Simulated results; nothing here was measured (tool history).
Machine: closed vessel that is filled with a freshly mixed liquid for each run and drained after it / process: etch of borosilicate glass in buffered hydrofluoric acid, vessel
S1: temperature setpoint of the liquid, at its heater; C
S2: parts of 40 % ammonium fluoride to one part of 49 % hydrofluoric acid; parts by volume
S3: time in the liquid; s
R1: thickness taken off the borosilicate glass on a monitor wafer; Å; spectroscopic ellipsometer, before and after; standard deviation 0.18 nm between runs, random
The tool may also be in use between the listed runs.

run 1 hour=0.0 | S1=23.0 S2=14.5 S3=30 | R1=243.88
run 2 hour=3.5 | S1=23.0 S2=12.5 S3=30 | R1=283.77
run 3 hour=5.0 | S1=21.5 S2=13.0 S3=30 | R1=254.86
run 4 hour=9.9 | S1=21.5 S2=13.0 S3=30 | R1=252.88
run 5 hour=16.0 | S1=20.5 S2=13.0 S3=30 | R1=237.32
run 6 hour=17.7 | S1=19.5 S2=13.0 S3=30 | R1=223.24
run 7 hour=23.1 | S1=19.0 S2=13.0 S3=30 | R1=221.84

What does the tool deliver on the next run?
run 8 hour=31.7 | S1=19.0 S2=13.0 S3=30 | R1=?

R1: 223.96 Å
